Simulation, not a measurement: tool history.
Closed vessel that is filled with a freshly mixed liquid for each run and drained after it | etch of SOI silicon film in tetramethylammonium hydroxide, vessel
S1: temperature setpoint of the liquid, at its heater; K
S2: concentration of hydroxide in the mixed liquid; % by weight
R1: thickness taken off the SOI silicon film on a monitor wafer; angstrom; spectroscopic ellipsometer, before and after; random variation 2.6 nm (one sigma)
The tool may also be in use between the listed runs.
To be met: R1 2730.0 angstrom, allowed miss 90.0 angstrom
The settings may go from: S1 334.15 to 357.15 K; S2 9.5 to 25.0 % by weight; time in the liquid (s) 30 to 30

run 1 hour=0.0 | S1=347.15 S2=18.5 time_in_the_liquid_(s)=30 | R1=2284.3
run 2 hour=4.7 | S1=341.65 S2=18.5 time_in_the_liquid_(s)=30 | R1=1689.0
run 3 hour=12.3 | S1=341.65 S2=21.5 time_in_the_liquid_(s)=30 | R1=1587.4
run 4 hour=13.1 | S1=341.65 S2=21.5 time_in_the_liquid_(s)=30 | R1=1565.3
run 5 hour=21.2 | S1=341.65 S2=21.5 time_in_the_liquid_(s)=30 | R1=1592.2
run 6 hour=26.5 | S1=342.65 S2=21.5 time_in_the_liquid_(s)=30 | R1=1675.3
run 7 hour=35.1 | S1=343.65 S2=21.5 time_in_the_liquid_(s)=30 | R1=1771.4
run 8 hour=36.9 | S1=344.65 S2=21.5 time_in_the_liquid_(s)=30 | R1=1896.4
run 9 hour=43.9 | S1=345.15 S2=21.5 time_in_the_liquid_(s)=30 | R1=1935.6
run 10 hour=45.2 | S1=345.65 S2=21.5 time_in_the_liquid_(s)=30 | R1=1998.3
run 11 hour=53.1 | S1=345.65 S2=21.5 time_in_the_liquid_(s)=30 | R1=1978.0
run 12 hour=58.5 | S1=346.15 S2=21.5 time_in_the_liquid_(s)=30 | R1=2048.0
run 13 hour=65.6 | S1=346.65 S2=21.5 time_in_the_liquid_(s)=30 | R1=2101.5
run 14 hour=70.3 | S1=347.15 S2=21.5 time_in_the_liquid_(s)=30 | R1=2178.8
run 15 hour=73.5 | S1=347.65 S2=21.5 time_in_the_liquid_(s)=30 | R1=2265.3
run 16 hour=76.6 | S1=348.15 S2=21.5 time_in_the_liquid_(s)=30 | R1=2306.1
run 17 hour=77.2 | S1=348.65 S2=21.5 time_in_the_liquid_(s)=30 | R1=2365.0
run 18 hour=78.1 | S1=349.15 S2=21.5 time_in_the_liquid_(s)=30 | R1=2430.8
run 19 hour=80.9 | S1=350.15 S2=21.5 time_in_the_liquid_(s)=30 | R1=2574.1

4 next moves are on the table. One of them brings every result within its allowed miss. Which?
run A hour=83.7 | S1=349.15 S2=22.0 time_in_the_liquid_(s)=30 | R1=?
run B hour=83.7 | S1=349.65 S2=22.5 time_in_the_liquid_(s)=30 | R1=?
run C hour=83.7 | S1=351.15 S2=22.0 time_in_the_liquid_(s)=30 | R1=?
run D hour=83.7 | S1=345.15 S2=11.5 time_in_the_liquid_(s)=30 | R1=?

move=A R1=2399.2
move=B R1=2409.0
move=C R1=2685.6
move=D R1=2532.1
A: further off than the last run
B: further off than the last run
C: meets every target
D: further off than the last run
Answer: C
